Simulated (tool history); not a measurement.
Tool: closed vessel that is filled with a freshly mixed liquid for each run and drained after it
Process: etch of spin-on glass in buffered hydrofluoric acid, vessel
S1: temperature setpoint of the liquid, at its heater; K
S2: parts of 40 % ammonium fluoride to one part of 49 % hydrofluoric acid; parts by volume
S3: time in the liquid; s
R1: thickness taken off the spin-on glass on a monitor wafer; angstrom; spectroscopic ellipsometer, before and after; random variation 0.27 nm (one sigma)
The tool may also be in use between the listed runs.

| run | hour | S1 | S2 | S3 | R1 |
|---|---|---|---|---|---|
| 1 | 0 | 296.15 | 19 | 30 | 561.24 |
| 2 | 9.3 | 296.15 | 15.5 | 30 | 688.32 |
| 3 | 11.3 | 294.15 | 18 | 30 | 530.08 |
| 4 | 17.3 | 294.15 | 18 | 30 | 530.01 |
| 5 | 24.1 | 293.15 | 19.5 | 30 | 466.74 |
| 6 | 26.7 | 292.15 | 21 | 30 | 412.98 |
| 7 | 30.4 | 291.65 | 22 | 30 | 387.47 |
| 8 | 38.6 | 291.15 | 23 | 30 | 366.05 |
| 9 | 42.9 | 290.65 | 23.5 | 30 | 348.63 |
| 10 | 48.1 | 290.65 | 24 | 30 | 348.67 |

What does the tool deliver on the next run?
| 11 | 50.3 | 290.65 | 24.5 | 30 | ? |

Run 11 gave R1 335.53 angstrom.

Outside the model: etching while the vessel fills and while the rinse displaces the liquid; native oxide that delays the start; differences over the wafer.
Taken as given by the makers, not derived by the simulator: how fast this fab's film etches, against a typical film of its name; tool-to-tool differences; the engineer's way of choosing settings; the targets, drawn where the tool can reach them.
